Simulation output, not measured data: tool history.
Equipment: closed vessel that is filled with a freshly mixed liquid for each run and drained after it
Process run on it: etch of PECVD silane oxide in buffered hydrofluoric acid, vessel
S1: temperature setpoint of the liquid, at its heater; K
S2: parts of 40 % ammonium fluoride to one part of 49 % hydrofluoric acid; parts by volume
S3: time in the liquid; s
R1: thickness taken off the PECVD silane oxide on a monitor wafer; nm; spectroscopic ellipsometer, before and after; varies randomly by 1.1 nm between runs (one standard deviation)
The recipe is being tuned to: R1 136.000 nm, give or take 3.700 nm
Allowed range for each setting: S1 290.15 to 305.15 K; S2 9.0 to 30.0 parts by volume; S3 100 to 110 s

run,hour,S1,S2,S3,R1
1,0.0,298.15,24.0,100,86.115
2,4.0,299.65,24.0,100,94.034
3,10.0,300.65,24.0,100,99.712
4,17.2,300.65,24.0,100,98.191
5,20.6,303.15,24.0,100,113.880
6,25.5,304.65,24.0,100,122.340
7,29.8,304.65,23.0,100,124.810
8,32.2,305.15,20.5,100,139.340

Below are 4 possible settings for the next run. Only one of them brings all results inside the allowed miss of their targets. Which is it?
A,34.6,303.65,18.5,105,?
B,34.6,305.15,19.5,100,?
C,34.6,305.15,21.5,100,?
D,34.6,304.65,20.0,105,?

move,R1
A,148.020
B,144.810
C,134.460
D,144.490
A: further off than the last run
B: further off than the last run
C: meets every target
D: further off than the last run
The right move is C.

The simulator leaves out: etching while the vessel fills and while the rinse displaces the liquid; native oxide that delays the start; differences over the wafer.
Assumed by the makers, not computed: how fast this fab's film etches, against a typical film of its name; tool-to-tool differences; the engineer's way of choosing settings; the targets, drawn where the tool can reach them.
